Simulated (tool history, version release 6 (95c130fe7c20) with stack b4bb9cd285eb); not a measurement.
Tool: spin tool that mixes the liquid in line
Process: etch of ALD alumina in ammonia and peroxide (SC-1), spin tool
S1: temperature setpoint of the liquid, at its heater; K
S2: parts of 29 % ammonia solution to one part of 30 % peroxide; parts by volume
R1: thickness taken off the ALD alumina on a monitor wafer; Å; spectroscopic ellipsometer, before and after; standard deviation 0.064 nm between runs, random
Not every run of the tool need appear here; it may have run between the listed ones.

{"run": 1, "hour": 0.0, "S1": 325.15, "S2": 0.45, "time under the liquid (s)": 305, "R1": 167.95}
{"run": 2, "hour": 3.0, "S1": 329.65, "S2": 0.45, "time under the liquid (s)": 305, "R1": 214.93}
{"run": 3, "hour": 4.9, "S1": 325.15, "S2": 0.45, "time under the liquid (s)": 305, "R1": 168.57}
{"run": 4, "hour": 7.5, "S1": 322.15, "S2": 0.45, "time under the liquid (s)": 305, "R1": 143.67}
{"run": 5, "hour": 15.9, "S1": 322.15, "S2": 0.45, "time under the liquid (s)": 305, "R1": 142.07}
{"run": 6, "hour": 17.7, "S1": 320.15, "S2": 0.45, "time under the liquid (s)": 305, "R1": 127.87}
{"run": 7, "hour": 22.8, "S1": 318.65, "S2": 0.45, "time under the liquid (s)": 305, "R1": 116.19}
{"run": 8, "hour": 23.8, "S1": 317.65, "S2": 0.45, "time under the liquid (s)": 305, "R1": 111.24}

For run 9, what comes out?
{"run": 9, "hour": 29.9, "S1": 316.65, "S2": 0.45, "time under the liquid (s)": 305, "R1": "?"}

{"run 9": {"R1": 104.76}}
